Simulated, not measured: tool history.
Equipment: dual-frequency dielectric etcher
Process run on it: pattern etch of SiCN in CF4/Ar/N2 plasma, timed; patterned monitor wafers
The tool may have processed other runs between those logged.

run,hour,source power (kW),bias power (kW),Ar flow (sccm),CF4 flow (sccm),etch time (s),mean etch depth across the wafer (Å)
1,0.0,0.340,0.072,134,45,73.5,503.16
2,5.4,0.350,0.072,134,45,73.5,515.04
3,8.0,0.360,0.072,134,45,73.5,534.33
4,16.2,0.360,0.072,148,45,73.5,518.23
5,19.6,0.370,0.072,148,45,73.5,538.95
6,23.2,0.320,0.072,148,45,73.5,459.42
7,23.8,0.340,0.072,148,45,73.5,493.18
8,29.3,0.350,0.072,148,45,73.5,509.26

Run 9 has not been measured yet. What should we expect?
9,32.9,0.360,0.072,148,45,73.5,?

Run 9 measured mean etch depth across the wafer (Å) 520.62.
